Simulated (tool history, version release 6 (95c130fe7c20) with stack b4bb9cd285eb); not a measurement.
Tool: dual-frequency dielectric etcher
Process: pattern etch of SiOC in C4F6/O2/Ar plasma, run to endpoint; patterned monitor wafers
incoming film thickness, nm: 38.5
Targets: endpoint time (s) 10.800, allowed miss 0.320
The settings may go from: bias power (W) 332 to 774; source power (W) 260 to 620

run 1 hour=0.0 | bias_power_(W)=553 source_power_(W)=440 | endpoint_time_(s)=12.229
run 2 hour=4.0 | bias_power_(W)=553 source_power_(W)=390 | endpoint_time_(s)=13.068
run 3 hour=10.3 | bias_power_(W)=553 source_power_(W)=360 | endpoint_time_(s)=13.345
run 4 hour=10.9 | bias_power_(W)=607 source_power_(W)=390 | endpoint_time_(s)=12.684
run 5 hour=16.1 | bias_power_(W)=638 source_power_(W)=420 | endpoint_time_(s)=11.950
run 6 hour=17.3 | bias_power_(W)=638 source_power_(W)=390 | endpoint_time_(s)=12.335
run 7 hour=24.0 | bias_power_(W)=670 source_power_(W)=410 | endpoint_time_(s)=11.986
run 8 hour=28.6 | bias_power_(W)=692 source_power_(W)=430 | endpoint_time_(s)=11.470
run 9 hour=30.1 | bias_power_(W)=708 source_power_(W)=440 | endpoint_time_(s)=11.198
run 10 hour=31.0 | bias_power_(W)=719 source_power_(W)=440 | endpoint_time_(s)=11.222

5 next moves are on the table. One of them brings every result within its allowed miss. Which?
run A hour=31.9 | bias_power_(W)=724 source_power_(W)=410 | endpoint_time_(s)=?
run B hour=31.9 | bias_power_(W)=717 source_power_(W)=410 | endpoint_time_(s)=?
run C hour=31.9 | bias_power_(W)=697 source_power_(W)=430 | endpoint_time_(s)=?
run D hour=31.9 | bias_power_(W)=732 source_power_(W)=470 | endpoint_time_(s)=?
run E hour=31.9 | bias_power_(W)=691 source_power_(W)=440 | endpoint_time_(s)=?

move=A endpoint_time_(s)=11.640
move=B endpoint_time_(s)=11.679
move=C endpoint_time_(s)=11.568
move=D endpoint_time_(s)=10.971
move=E endpoint_time_(s)=11.495
A: further off than the last run
B: further off than the last run
C: further off than the last run
D: meets every target
E: further off than the last run
The right move is D.
